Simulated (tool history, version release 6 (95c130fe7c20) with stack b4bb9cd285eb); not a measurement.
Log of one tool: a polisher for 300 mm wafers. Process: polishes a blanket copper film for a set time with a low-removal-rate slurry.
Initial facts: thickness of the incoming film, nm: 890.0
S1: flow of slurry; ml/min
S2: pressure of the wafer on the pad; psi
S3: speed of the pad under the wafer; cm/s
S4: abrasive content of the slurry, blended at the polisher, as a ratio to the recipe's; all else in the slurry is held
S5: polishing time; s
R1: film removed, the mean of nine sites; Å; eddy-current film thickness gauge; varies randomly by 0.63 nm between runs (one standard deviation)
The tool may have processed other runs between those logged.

{"run": 1, "hour": 0.0, "S1": 160, "S2": 3.2, "S3": 136, "S4": 1, "S5": 18, "R1": 946.7}
{"run": 2, "hour": 6.0, "S1": 160, "S2": 2.8, "S3": 134, "S4": 1, "S5": 18, "R1": 806.37}
{"run": 3, "hour": 7.5, "S1": 160, "S2": 2.8, "S3": 134, "S4": 1, "S5": 18, "R1": 839.47}
{"run": 4, "hour": 14.9, "S1": 160, "S2": 2.5, "S3": 130, "S4": 1, "S5": 18, "R1": 742.94}
{"run": 5, "hour": 16.7, "S1": 160, "S2": 2.3, "S3": 128, "S4": 1, "S5": 18, "R1": 675.27}
{"run": 6, "hour": 22.5, "S1": 160, "S2": 2.1, "S3": 128, "S4": 1, "S5": 18, "R1": 622.58}
{"run": 7, "hour": 26.0, "S1": 160, "S2": 2, "S3": 128, "S4": 1, "S5": 18, "R1": 617.29}
{"run": 8, "hour": 31.8, "S1": 160, "S2": 1.9, "S3": 128, "S4": 1, "S5": 18, "R1": 595.65}
{"run": 9, "hour": 35.3, "S1": 160, "S2": 1.8, "S3": 128, "S4": 1, "S5": 18, "R1": 574.66}
{"run": 10, "hour": 44.2, "S1": 160, "S2": 1.7, "S3": 128, "S4": 1, "S5": 18, "R1": 552.92}

Run 11 comes next. What will it give?
{"run": 11, "hour": 45.6, "S1": 160, "S2": 1.6, "S3": 128, "S4": 1, "S5": 18, "R1": "?"}

R1: 539.87 Å
